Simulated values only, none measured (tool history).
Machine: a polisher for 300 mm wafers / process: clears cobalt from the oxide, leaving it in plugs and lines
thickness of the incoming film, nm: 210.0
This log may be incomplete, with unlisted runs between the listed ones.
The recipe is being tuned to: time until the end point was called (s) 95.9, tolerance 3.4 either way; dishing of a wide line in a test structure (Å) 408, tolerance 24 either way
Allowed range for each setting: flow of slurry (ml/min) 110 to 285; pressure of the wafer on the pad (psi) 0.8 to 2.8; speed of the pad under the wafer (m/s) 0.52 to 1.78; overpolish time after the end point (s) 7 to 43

| run | hour | flow of slurry (ml/min) | pressure of the wafer on the pad (psi) | speed of the pad under the wafer (m/s) | overpolish time after the end point (s) | time until the end point was called (s) | dishing of a wide line in a test structure (Å) |
|---|---|---|---|---|---|---|---|
| 1 | 0 | 180 | 1.8 | 1.14 | 22 | 40.23 | 535.84 |
| 2 | 6.1 | 180 | 1.7 | 1.1 | 22 | 43.455 | 530.85 |
| 3 | 7.7 | 180 | 2 | 1.1 | 22 | 37.42 | 537.85 |
| 4 | 14.5 | 180 | 1.7 | 1.1 | 22 | 43.949 | 502.57 |
| 5 | 18.3 | 175 | 1.6 | 1.06 | 23 | 48.33 | 503.88 |
| 6 | 24.8 | 215 | 1.6 | 1.06 | 23 | 46.774 | 506.08 |
| 7 | 33.3 | 215 | 1.5 | 1.02 | 23 | 51.395 | 486.09 |
| 8 | 42 | 215 | 1.4 | 0.98 | 23 | 57.775 | 456.07 |
| 9 | 44.1 | 190 | 0.9 | 0.84 | 31 | 103.25 | 387.71 |
| 10 | 44.8 | 225 | 1 | 0.84 | 32 | 90.735 | 442.14 |
| 11 | 49.6 | 220 | 1 | 0.84 | 32 | 92.069 | 427.32 |
| 12 | 57.2 | 215 | 1 | 0.84 | 32 | 91.918 | 441.87 |

Consider the 4 candidate settings below. Which is the only one whose results all fall within their allowed miss of target?
| A | 64.8 | 205 | 1 | 0.84 | 41 | ? | ? |
| B | 64.8 | 240 | 1.1 | 0.76 | 36 | ? | ? |
| C | 64.8 | 190 | 0.9 | 0.9 | 30 | ? | ? |
| D | 64.8 | 205 | 1.1 | 0.82 | 32 | ? | ? |

| move | time until the end point was called (s) | dishing of a wide line in a test structure (Å) |
|---|---|---|
| A | 93.886 | 491.1 |
| B | 92.687 | 463.69 |
| C | 98.001 | 406.39 |
| D | 87.767 | 448.01 |
A: moves away from the targets compared with the last run
B: moves away from the targets compared with the last run
C: meets every target
D: moves away from the targets compared with the last run
C meets every target.
